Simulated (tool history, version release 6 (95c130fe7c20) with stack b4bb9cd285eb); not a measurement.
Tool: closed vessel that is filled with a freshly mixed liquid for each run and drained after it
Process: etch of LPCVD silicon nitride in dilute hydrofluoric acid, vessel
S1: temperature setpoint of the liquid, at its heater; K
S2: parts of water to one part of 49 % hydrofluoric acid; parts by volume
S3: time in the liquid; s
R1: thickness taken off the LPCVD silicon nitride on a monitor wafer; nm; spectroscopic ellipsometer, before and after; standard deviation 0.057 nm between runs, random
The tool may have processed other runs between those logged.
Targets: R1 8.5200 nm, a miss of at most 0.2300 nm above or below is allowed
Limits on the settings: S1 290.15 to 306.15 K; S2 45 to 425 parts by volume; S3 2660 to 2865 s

| run | day | S1 | S2 | S3 | R1 |
|---|---|---|---|---|---|
| 1 | 0.000 | 298.15 | 235 | 2660 | 6.1898 |
| 2 | 0.217 | 298.15 | 235 | 2865 | 6.6041 |
| 3 | 0.462 | 298.15 | 235 | 2660 | 6.0818 |
| 4 | 0.804 | 298.15 | 235 | 2660 | 6.1515 |
| 5 | 0.900 | 298.15 | 305 | 2660 | 4.7634 |
| 6 | 1.262 | 300.65 | 295 | 2660 | 5.6772 |
| 7 | 1.433 | 302.65 | 285 | 2660 | 6.6686 |
| 8 | 1.712 | 303.65 | 280 | 2660 | 7.1031 |
| 9 | 1.854 | 304.65 | 275 | 2660 | 7.8262 |

Of the 5 settings listed for the next run, only one would bring every result within its allowed miss of target. Which one?
| A | 1.996 | 304.15 | 295 | 2660 | ? |
| B | 1.996 | 305.65 | 250 | 2660 | ? |
| C | 1.996 | 301.15 | 215 | 2770 | ? |
| D | 1.996 | 306.15 | 275 | 2860 | ? |
| E | 1.996 | 302.15 | 245 | 2660 | ? |

| move | R1 |
|---|---|
| A | 6.9572 |
| B | 8.9986 |
| C | 8.3921 |
| D | 9.0121 |
| E | 7.4942 |
A: lands further from the targets than the last run did
B: carries the result that was furthest off beyond its target, to the other side
C: meets every target
D: carries the result that was furthest off beyond its target, to the other side
E: lands further from the targets than the last run did
Move C is the one to make.

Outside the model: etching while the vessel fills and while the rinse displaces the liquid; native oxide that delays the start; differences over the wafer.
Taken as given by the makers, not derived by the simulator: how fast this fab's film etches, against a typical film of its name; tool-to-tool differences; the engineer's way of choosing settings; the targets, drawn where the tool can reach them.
